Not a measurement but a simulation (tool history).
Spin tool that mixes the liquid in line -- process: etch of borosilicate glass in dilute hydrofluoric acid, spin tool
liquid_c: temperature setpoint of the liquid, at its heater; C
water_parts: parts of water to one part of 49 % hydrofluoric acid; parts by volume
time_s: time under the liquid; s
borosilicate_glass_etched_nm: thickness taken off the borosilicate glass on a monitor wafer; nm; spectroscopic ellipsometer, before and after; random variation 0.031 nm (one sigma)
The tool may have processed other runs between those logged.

{"run": 1, "hour": 0.0, "liquid_c": 23.0, "water_parts": 300, "time_s": 75, "borosilicate_glass_etched_nm": 9.8078}
{"run": 2, "hour": 7.7, "liquid_c": 23.0, "water_parts": 300, "time_s": 75, "borosilicate_glass_etched_nm": 9.9204}
{"run": 3, "hour": 12.8, "liquid_c": 23.0, "water_parts": 300, "time_s": 75, "borosilicate_glass_etched_nm": 9.9843}
{"run": 4, "hour": 17.3, "liquid_c": 19.5, "water_parts": 300, "time_s": 75, "borosilicate_glass_etched_nm": 8.783}
{"run": 5, "hour": 23.5, "liquid_c": 19.0, "water_parts": 320, "time_s": 75, "borosilicate_glass_etched_nm": 7.964}
{"run": 6, "hour": 25.5, "liquid_c": 17.0, "water_parts": 320, "time_s": 75, "borosilicate_glass_etched_nm": 7.3308}
{"run": 7, "hour": 33.7, "liquid_c": 17.0, "water_parts": 335, "time_s": 75, "borosilicate_glass_etched_nm": 6.9454}

The next listed run, before its measurement:
{"run": 8, "hour": 41.5, "liquid_c": 17.0, "water_parts": 350, "time_s": 75, "borosilicate_glass_etched_nm": "?"}

{"run 8": {"borosilicate_glass_etched_nm": 6.632}}

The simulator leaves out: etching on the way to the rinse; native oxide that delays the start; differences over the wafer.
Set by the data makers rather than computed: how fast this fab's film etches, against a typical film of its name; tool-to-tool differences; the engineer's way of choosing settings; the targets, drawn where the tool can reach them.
